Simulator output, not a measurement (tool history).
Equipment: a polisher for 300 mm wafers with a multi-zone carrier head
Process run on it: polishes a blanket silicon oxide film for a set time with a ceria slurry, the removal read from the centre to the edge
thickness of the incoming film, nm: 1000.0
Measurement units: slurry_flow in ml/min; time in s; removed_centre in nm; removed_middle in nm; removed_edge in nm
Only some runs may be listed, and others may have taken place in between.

run	hour	slurry_flow	centre_zone	middle_zone	edge_zone	time	removed_centre	removed_middle	removed_edge
1	0	300	1	1	1	60	428.4	424.23	423.45
2	1.4	300	1	1	0.96	60	426.99	422.94	408.82
3	6	305	1.01	0.99	0.92	56	409.21	389.91	375.73
4	8.3	305	1.01	0.99	0.89	53	381.34	372.7	352.84
5	15.2	305	1.04	0.99	0.89	53	390.95	370.68	355.61
6	18	305	1.04	0.99	0.84	53	392.7	371.79	350.83
7	21.3	325	1.06	1	0.83	50	376.7	353.42	322.1

Run 8 comes next. What will it give?
8	29.2	335	1.06	1	0.82	49	?	?	?

Run 8 measured removed_centre 371.49 nm, removed_middle 348.73 nm, removed_edge 312.46 nm.
